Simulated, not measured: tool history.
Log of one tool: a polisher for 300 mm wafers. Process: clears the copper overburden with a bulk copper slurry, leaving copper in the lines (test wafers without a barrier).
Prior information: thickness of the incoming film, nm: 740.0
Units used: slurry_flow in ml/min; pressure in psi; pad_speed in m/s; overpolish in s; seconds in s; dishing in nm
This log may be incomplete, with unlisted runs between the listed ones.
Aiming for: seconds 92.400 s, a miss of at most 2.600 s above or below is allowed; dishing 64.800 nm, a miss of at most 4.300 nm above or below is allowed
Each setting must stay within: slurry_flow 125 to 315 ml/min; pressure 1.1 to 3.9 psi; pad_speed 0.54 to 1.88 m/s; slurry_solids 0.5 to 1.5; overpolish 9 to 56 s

Run 1, hour 0.0: slurry_flow 205 ml/min, pressure 2.5 psi, pad_speed 1.20 m/s, slurry_solids 1.0, overpolish 29 s. Result: seconds 86.426 s, dishing 79.415 nm.
Run 2, hour 2.6: slurry_flow 200 ml/min, pressure 2.4 psi, pad_speed 1.22 m/s, slurry_solids 1.0, overpolish 23 s. Result: seconds 87.432 s, dishing 76.834 nm.
Run 3, hour 9.0: slurry_flow 200 ml/min, pressure 2.4 psi, pad_speed 0.98 m/s, slurry_solids 1.0, overpolish 23 s. Result: seconds 107.550 s, dishing 72.366 nm.
Run 4, hour 9.6: slurry_flow 230 ml/min, pressure 2.4 psi, pad_speed 0.98 m/s, slurry_solids 1.0, overpolish 23 s. Result: seconds 106.580 s, dishing 71.311 nm.
Run 5, hour 11.2: slurry_flow 230 ml/min, pressure 2.9 psi, pad_speed 0.98 m/s, slurry_solids 1.0, overpolish 23 s. Result: seconds 91.726 s, dishing 75.990 nm.
Run 6, hour 16.7: slurry_flow 230 ml/min, pressure 3.5 psi, pad_speed 0.98 m/s, slurry_solids 1.0, overpolish 23 s. Result: seconds 78.893 s, dishing 85.298 nm.
Run 7, hour 25.5: slurry_flow 250 ml/min, pressure 3.2 psi, pad_speed 1.00 m/s, slurry_solids 1.0, overpolish 19 s. Result: seconds 82.365 s, dishing 78.080 nm.
Run 8, hour 31.1: slurry_flow 260 ml/min, pressure 3.0 psi, pad_speed 1.02 m/s, slurry_solids 1.0, overpolish 16 s. Result: seconds 84.453 s, dishing 69.217 nm.
Run 9, hour 33.6: slurry_flow 255 ml/min, pressure 2.9 psi, pad_speed 1.02 m/s, slurry_solids 1.0, overpolish 15 s. Result: seconds 87.706 s, dishing 67.307 nm.

Consider the 4 candidate settings below. Which is the only one whose results all fall within their allowed miss of target?
Run A, hour 36.1: slurry_flow 195 ml/min, pressure 3.1 psi, pad_speed 0.98 m/s, slurry_solids 0.8, overpolish 14 s. Result: seconds ?, dishing ?.
Run B, hour 36.1: slurry_flow 255 ml/min, pressure 2.7 psi, pad_speed 0.94 m/s, slurry_solids 1.0, overpolish 17 s. Result: seconds ?, dishing ?.
Run C, hour 36.1: slurry_flow 225 ml/min, pressure 2.8 psi, pad_speed 0.94 m/s, slurry_solids 1.1, overpolish 15 s. Result: seconds ?, dishing ?.
Run D, hour 36.1: slurry_flow 225 ml/min, pressure 2.6 psi, pad_speed 1.00 m/s, slurry_solids 1.1, overpolish 17 s. Result: seconds ?, dishing ?.

move  seconds  dishing
   A   91.157   63.083
   B   99.730   65.799
   C   96.953   62.843
   D   96.761   66.540
A: in spec on every target
B: takes the result that was furthest off past its target
C: takes the result that was furthest off past its target
D: takes the result that was furthest off past its target
Go with A: it meets all targets.
